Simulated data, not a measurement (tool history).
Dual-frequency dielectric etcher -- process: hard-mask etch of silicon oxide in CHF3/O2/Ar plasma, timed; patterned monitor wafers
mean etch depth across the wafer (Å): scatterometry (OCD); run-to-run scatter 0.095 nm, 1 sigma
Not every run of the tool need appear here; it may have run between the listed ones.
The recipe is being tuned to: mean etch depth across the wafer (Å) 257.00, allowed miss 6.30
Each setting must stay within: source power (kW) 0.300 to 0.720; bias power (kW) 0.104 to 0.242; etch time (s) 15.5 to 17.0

| run | hour | source power (kW) | bias power (kW) | etch time (s) | mean etch depth across the wafer (Å) |
|---|---|---|---|---|---|
| 1 | 0.0 | 0.510 | 0.173 | 17.0 | 320.28 |
| 2 | 3.9 | 0.470 | 0.163 | 17.0 | 295.50 |
| 3 | 5.2 | 0.440 | 0.161 | 17.0 | 283.34 |
| 4 | 7.1 | 0.420 | 0.160 | 17.0 | 275.28 |
| 5 | 14.2 | 0.420 | 0.160 | 17.0 | 273.18 |
| 6 | 18.4 | 0.340 | 0.160 | 17.0 | 234.80 |
| 7 | 21.2 | 0.350 | 0.161 | 17.0 | 242.17 |
| 8 | 26.1 | 0.360 | 0.161 | 17.0 | 246.51 |
| 9 | 32.3 | 0.360 | 0.161 | 17.0 | 246.00 |

Exercise: of the 4 proposed moves below, exactly one satisfies all targets within the stated allowed misses. Which move is it?
| A | 38.5 | 0.360 | 0.164 | 16.5 | ? |
| B | 38.5 | 0.410 | 0.163 | 17.0 | ? |
| C | 38.5 | 0.370 | 0.147 | 17.0 | ? |
| D | 38.5 | 0.400 | 0.150 | 17.0 | ? |

| move | mean etch depth across the wafer (Å) |
|---|---|
| A | 242.47 |
| B | 273.23 |
| C | 243.61 |
| D | 259.67 |
A: lands further from the targets than the last run did
B: takes the biggest miss from the last run beyond its target
C: lands further from the targets than the last run did
D: all results in spec
The right move is D.
